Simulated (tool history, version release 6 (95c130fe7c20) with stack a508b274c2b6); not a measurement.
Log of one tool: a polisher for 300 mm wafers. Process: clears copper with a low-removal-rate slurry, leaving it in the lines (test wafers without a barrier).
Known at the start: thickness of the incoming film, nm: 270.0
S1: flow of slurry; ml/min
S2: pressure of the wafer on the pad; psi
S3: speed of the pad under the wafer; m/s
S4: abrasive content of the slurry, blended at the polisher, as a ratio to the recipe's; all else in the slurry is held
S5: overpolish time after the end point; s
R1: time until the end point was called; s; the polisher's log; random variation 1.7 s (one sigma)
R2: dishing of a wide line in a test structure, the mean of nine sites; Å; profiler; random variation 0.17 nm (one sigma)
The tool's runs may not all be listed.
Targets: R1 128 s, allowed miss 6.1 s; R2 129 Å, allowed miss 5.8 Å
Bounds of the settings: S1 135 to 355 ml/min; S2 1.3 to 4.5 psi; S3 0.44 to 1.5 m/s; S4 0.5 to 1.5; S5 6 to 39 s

run	hour	S1	S2	S3	S4	S5	R1	R2
1	0	225	2.9	0.96	1	20	79.937	281.58
2	3.2	225	2.9	0.96	1	13	80.755	220.67
3	9.7	225	2.7	0.96	1	12	86.418	207.01
4	15.9	225	3.3	0.96	1	12	74.48	225.25
5	18.6	225	2.6	0.96	1	12	86.474	198.34
6	27.4	225	3.2	0.96	1	12	76.592	223.34
7	29.5	225	3	0.94	1	11	81.113	200.01
8	31.7	225	2.8	0.92	1	11	88.145	186.36
9	39	225	2.6	0.92	1	11	92.428	178.32
10	43.1	225	2.5	0.92	1	11	94.391	175.8
11	51.6	225	2.4	0.92	1	11	98.613	173.13
12	57	225	2.3	0.92	1	11	101.38	170.85
13	59.3	225	2.2	0.92	1	11	106.17	165.21
14	63.2	225	2.1	0.92	1	11	105.06	157.23
15	70	225	2	0.92	1	11	108.46	157.52
16	77.9	225	1.9	0.92	1	11	112.4	154.4
17	80.2	225	1.8	0.92	1	11	114.6	147.12
18	86.5	225	1.6	0.92	1	11	122.92	143.65

Which of these 4 next moves meets every target?
A	92.8	160	1.6	1	0.8	10	?	?
B	92.8	190	1.6	0.9	1.05	13	?	?
C	92.8	190	1.7	0.86	1.05	13	?	?
D	92.8	230	1.5	0.88	1.1	14	?	?

move	R1	R2
A	128.79	130.18
B	130.97	157.95
C	131.95	157.23
D	133.98	164.01
A: meets every target
B: further off than the last run
C: further off than the last run
D: further off than the last run
The right move is A.

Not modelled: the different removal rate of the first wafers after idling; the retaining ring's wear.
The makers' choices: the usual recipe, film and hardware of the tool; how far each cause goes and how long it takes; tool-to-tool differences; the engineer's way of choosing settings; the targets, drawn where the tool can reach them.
